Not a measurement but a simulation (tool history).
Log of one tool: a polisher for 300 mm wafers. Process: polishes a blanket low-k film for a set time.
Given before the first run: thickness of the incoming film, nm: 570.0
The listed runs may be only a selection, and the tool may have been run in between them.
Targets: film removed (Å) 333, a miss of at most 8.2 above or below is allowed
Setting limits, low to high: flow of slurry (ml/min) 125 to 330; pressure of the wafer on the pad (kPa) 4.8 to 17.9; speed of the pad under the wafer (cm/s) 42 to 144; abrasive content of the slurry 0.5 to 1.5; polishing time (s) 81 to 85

run  hour  flow of slurry (ml/min)  pressure of the wafer on the pad (kPa)  speed of the pad under the wafer (cm/s)  abrasive content of the slurry  polishing time (s)  film removed (Å)
  1     0                      210                                      11                                       92                               1                  81            232.52
  2   6.9                      210                                      11                                       92                             1.2                  81            251.68
  3  15.2                      210                                      11                                      106                             1.2                  81            272.13
  4  18.3                      210                                      11                                      106                             1.3                  81            279.03
  5  19.3                      210                                      11                                       82                             1.3                  81            241.07
  6    26                      210                                      11                                       82                             1.5                  81            255.01
  7  27.7                      220                                    11.7                                       82                             1.5                  81            270.59
  8  35.7                      220                                    12.4                                       82                             1.5                  81            284.48
  9  42.5                      220                                    13.1                                       82                             1.5                  81             303.3
 10  47.8                      220                                    13.1                                       82                             1.5                  81            303.49
 11  51.7                      225                                    13.1                                       82                             1.5                  81            304.07
 12    54                      225                                    13.1                                       82                             1.5                  81            304.63
 13  60.9                      230                                    13.1                                       82                             1.5                  81            301.28
 14  69.6                      230                                    13.8                                       82                             1.5                  81            319.14

Exactly one of the 4 candidate moves below puts every result within its allowed miss. Which one?
  A  78.3                      260                                    13.8                                       88                             1.5                  81                 ?
  B  78.3                      225                                    15.2                                       84                             1.5                  83                 ?
  C  78.3                      215                                    13.8                                       78                             1.5                  84                 ?
  D  78.3                      185                                    13.8                                       74                             1.4                  85                 ?

move  film removed (Å)
   A             335.8
   B            361.39
   C            317.56
   D            297.87
A: all results land within tolerance of their targets
B: moves the result that the last run missed by most past its target, out the other side
C: its largest miss is bigger than the last run's
D: its largest miss is bigger than the last run's
So the answer is move A, the one that meets all the targets.
